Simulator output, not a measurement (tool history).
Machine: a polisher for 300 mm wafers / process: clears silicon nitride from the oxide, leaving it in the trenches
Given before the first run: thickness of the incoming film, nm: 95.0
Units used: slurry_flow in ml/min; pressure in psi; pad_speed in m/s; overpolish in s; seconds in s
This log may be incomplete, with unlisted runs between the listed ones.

{"run": 1, "hour": 0.0, "slurry_flow": 210, "pressure": 2.7, "pad_speed": 1.02, "overpolish": 3, "seconds": 141.25}
{"run": 2, "hour": 7.9, "slurry_flow": 215, "pressure": 3.0, "pad_speed": 1.04, "overpolish": 3, "seconds": 128.49}
{"run": 3, "hour": 12.6, "slurry_flow": 215, "pressure": 3.6, "pad_speed": 1.04, "overpolish": 3, "seconds": 108.85}
{"run": 4, "hour": 17.4, "slurry_flow": 245, "pressure": 3.6, "pad_speed": 1.04, "overpolish": 3, "seconds": 107.67}
{"run": 5, "hour": 25.6, "slurry_flow": 245, "pressure": 3.7, "pad_speed": 1.1, "overpolish": 3, "seconds": 98.124}
{"run": 6, "hour": 31.6, "slurry_flow": 245, "pressure": 3.7, "pad_speed": 1.1, "overpolish": 3, "seconds": 99.527}

Expected results for the next run?
{"run": 7, "hour": 32.4, "slurry_flow": 245, "pressure": 3.8, "pad_speed": 1.14, "overpolish": 3, "seconds": "?"}

Run 7 produced seconds 93.596 s.
